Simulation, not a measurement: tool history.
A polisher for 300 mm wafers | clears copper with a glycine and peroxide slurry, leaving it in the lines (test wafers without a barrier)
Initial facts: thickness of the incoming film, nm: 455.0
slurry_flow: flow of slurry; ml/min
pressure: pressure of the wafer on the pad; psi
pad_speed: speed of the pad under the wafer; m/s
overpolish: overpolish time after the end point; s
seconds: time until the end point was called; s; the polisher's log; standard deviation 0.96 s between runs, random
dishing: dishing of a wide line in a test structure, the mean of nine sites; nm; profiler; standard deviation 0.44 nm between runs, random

{"run": 1, "hour": 0.0, "slurry_flow": 135, "pressure": 3.0, "pad_speed": 0.84, "overpolish": 16, "seconds": 83.548, "dishing": 52.836}
{"run": 2, "hour": 5.2, "slurry_flow": 135, "pressure": 3.0, "pad_speed": 0.72, "overpolish": 16, "seconds": 91.823, "dishing": 49.118}
{"run": 3, "hour": 7.7, "slurry_flow": 135, "pressure": 3.0, "pad_speed": 0.82, "overpolish": 16, "seconds": 83.143, "dishing": 52.135}
{"run": 4, "hour": 16.3, "slurry_flow": 135, "pressure": 3.0, "pad_speed": 0.82, "overpolish": 19, "seconds": 83.887, "dishing": 57.917}
{"run": 5, "hour": 20.5, "slurry_flow": 145, "pressure": 3.1, "pad_speed": 0.84, "overpolish": 15, "seconds": 80.731, "dishing": 52.138}
{"run": 6, "hour": 29.0, "slurry_flow": 130, "pressure": 3.1, "pad_speed": 0.84, "overpolish": 15, "seconds": 79.827, "dishing": 50.585}
{"run": 7, "hour": 29.9, "slurry_flow": 120, "pressure": 3.2, "pad_speed": 0.84, "overpolish": 13, "seconds": 81.475, "dishing": 46.255}

What does the tool deliver on the next run?
{"run": 8, "hour": 33.8, "slurry_flow": 125, "pressure": 3.3, "pad_speed": 0.86, "overpolish": 11, "seconds": "?", "dishing": "?"}

seconds: 74.906 s
dishing: 41.598 nm

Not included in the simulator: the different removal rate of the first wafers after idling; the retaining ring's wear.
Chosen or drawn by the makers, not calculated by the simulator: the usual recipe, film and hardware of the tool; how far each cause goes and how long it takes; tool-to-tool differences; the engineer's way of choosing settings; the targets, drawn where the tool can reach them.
